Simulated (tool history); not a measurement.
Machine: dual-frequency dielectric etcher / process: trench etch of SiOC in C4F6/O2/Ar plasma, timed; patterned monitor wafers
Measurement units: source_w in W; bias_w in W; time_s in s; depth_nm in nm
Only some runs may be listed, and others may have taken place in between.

run	hour	source_w	bias_w	time_s	depth_nm
1	0	480	202	18	47.169
2	5.5	480	229	18	49.263
3	12.6	410	229	18	45.303
4	16.6	410	209	18	44.469
5	25.4	410	173	18	40.682
6	26.1	410	173	18	40.967
7	31.1	450	178	18	42.878
8	35.7	490	183	18	44.856

Run 9 comes next. What will it give?
9	40.8	520	189	18	?

{"run 9": {"depth_nm": 46.947}}

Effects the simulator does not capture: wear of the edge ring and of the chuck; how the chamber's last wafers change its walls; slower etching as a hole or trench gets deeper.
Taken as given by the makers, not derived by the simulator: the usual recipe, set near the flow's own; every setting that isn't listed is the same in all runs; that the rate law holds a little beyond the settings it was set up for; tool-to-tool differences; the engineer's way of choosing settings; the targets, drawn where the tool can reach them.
